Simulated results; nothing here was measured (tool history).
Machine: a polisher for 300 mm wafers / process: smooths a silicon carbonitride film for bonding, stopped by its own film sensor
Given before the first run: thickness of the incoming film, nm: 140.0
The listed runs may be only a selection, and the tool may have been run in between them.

run  hour  flow of slurry (ml/min)  pressure of the wafer on the pad (psi)  speed of the pad under the wafer (cm/s)  abrasive content of the slurry  target thickness at which the film sensor stops the polish (Å)  time until the film sensor stopped the polish (s)
  1     0                      135                                     1.4                                       68                               1                                                            1270                                             83.199
  2   6.2                      135                                     1.4                                       68                             1.2                                                            1270                                             77.172
  3     7                      135                                     1.2                                       68                             1.2                                                            1270                                             87.234
  4  15.6                      135                                       1                                       68                             1.2                                                            1270                                             105.57
  5  17.1                      135                                       1                                       52                             1.2                                                            1270                                             126.36
  6  24.9                      135                                       1                                       52                             1.2                                                            1270                                             122.89
  7  25.5                      130                                       1                                       52                             1.2                                                            1270                                             127.69
  8  29.5                      125                                       1                                       52                             1.2                                                            1270                                              124.4

Expected results for the next run?
  9  34.6                      125                                     0.9                                       52                             1.2                                                            1270                                                  ?

Run 9 gave time until the film sensor stopped the polish (s) 142.4.

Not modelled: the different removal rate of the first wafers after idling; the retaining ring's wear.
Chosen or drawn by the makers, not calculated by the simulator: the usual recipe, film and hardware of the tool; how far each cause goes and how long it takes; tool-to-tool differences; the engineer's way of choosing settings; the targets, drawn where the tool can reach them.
